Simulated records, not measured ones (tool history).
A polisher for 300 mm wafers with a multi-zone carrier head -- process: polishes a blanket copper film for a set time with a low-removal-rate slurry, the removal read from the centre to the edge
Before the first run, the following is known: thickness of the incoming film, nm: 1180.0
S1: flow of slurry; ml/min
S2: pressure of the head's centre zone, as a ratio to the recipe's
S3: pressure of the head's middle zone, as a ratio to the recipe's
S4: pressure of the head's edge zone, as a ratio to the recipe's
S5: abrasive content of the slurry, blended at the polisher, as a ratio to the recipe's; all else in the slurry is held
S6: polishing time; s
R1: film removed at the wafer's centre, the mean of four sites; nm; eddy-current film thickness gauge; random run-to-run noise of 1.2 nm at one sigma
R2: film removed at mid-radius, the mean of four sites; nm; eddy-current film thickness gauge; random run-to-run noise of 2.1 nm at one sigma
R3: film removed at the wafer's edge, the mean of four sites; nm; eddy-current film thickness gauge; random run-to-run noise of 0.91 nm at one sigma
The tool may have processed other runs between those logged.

run 1 day=0.000 | S1=145 S2=1.00 S3=1.00 S4=1.00 S5=1.00 S6=49 | R1=215.35 R2=208.20 R3=212.29
run 2 day=0.092 | S1=145 S2=1.01 S3=1.01 S4=0.98 S5=0.95 S6=48 | R1=210.49 R2=207.69 R3=205.49
run 3 day=0.175 | S1=145 S2=1.03 S3=1.01 S4=0.96 S5=0.90 S6=47 | R1=209.71 R2=203.94 R3=196.57
run 4 day=0.421 | S1=145 S2=1.04 S3=1.01 S4=0.94 S5=0.85 S6=46 | R1=207.18 R2=198.15 R3=187.76
run 5 day=0.712 | S1=145 S2=1.04 S3=1.01 S4=0.94 S5=0.85 S6=55 | R1=247.08 R2=232.94 R3=223.01
run 6 day=0.754 | S1=145 S2=1.04 S3=0.94 S4=0.94 S5=0.85 S6=55 | R1=245.24 R2=219.52 R3=225.40

Run 7, settings as shown, results not yet in. Your forecast:
run 7 day=1.112 | S1=145 S2=1.08 S3=1.04 S4=0.84 S5=0.60 S6=41 | R1=? R2=? R3=?

R1: 181.10 nm
R2: 173.13 nm
R3: 151.07 nm
